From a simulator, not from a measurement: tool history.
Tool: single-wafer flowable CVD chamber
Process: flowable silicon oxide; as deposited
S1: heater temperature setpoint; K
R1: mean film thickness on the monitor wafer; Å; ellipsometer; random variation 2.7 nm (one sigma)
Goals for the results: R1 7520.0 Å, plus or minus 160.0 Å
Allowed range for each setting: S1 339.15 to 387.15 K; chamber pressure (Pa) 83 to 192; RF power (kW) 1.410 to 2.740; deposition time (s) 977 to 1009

Run 1, hour 0.0: S1 363.15 K, chamber pressure (Pa) 137, RF power (kW) 2.075, deposition time (s) 977. Result: R1 10893.0 Å.
Run 2, hour 5.3: S1 367.15 K, chamber pressure (Pa) 137, RF power (kW) 2.075, deposition time (s) 977. Result: R1 9538.6 Å.
Run 3, hour 12.4: S1 367.15 K, chamber pressure (Pa) 137, RF power (kW) 2.355, deposition time (s) 977. Result: R1 9652.0 Å.
Run 4, hour 14.1: S1 359.15 K, chamber pressure (Pa) 137, RF power (kW) 2.355, deposition time (s) 977. Result: R1 12511.0 Å.
Run 5, hour 18.7: S1 368.15 K, chamber pressure (Pa) 137, RF power (kW) 2.355, deposition time (s) 977. Result: R1 9416.0 Å.
Run 6, hour 24.0: S1 368.15 K, chamber pressure (Pa) 137, RF power (kW) 2.540, deposition time (s) 977. Result: R1 9429.1 Å.
Run 7, hour 27.4: S1 370.15 K, chamber pressure (Pa) 137, RF power (kW) 2.540, deposition time (s) 977. Result: R1 8946.1 Å.
Run 8, hour 29.8: S1 377.15 K, chamber pressure (Pa) 137, RF power (kW) 2.540, deposition time (s) 977. Result: R1 7040.2 Å.

4 next moves are on the table. One of them brings every result within its allowed miss. Which?
Run A, hour 32.2: S1 376.15 K, chamber pressure (Pa) 151, RF power (kW) 2.510, deposition time (s) 977. Result: R1 ?.
Run B, hour 32.2: S1 378.15 K, chamber pressure (Pa) 144, RF power (kW) 2.585, deposition time (s) 977. Result: R1 ?.
Run C, hour 32.2: S1 371.15 K, chamber pressure (Pa) 117, RF power (kW) 2.360, deposition time (s) 977. Result: R1 ?.
Run D, hour 32.2: S1 371.15 K, chamber pressure (Pa) 119, RF power (kW) 2.740, deposition time (s) 977. Result: R1 ?.

move      R1
   A  7889.1
   B  7106.1
   C  7259.0
   D  7481.5
A: carries the result that was furthest off beyond its target, to the other side
B: an improvement on the last run, though not all results are within tolerance
C: an improvement on the last run, though not all results are within tolerance
D: hits every target within its allowed miss
Answer: D
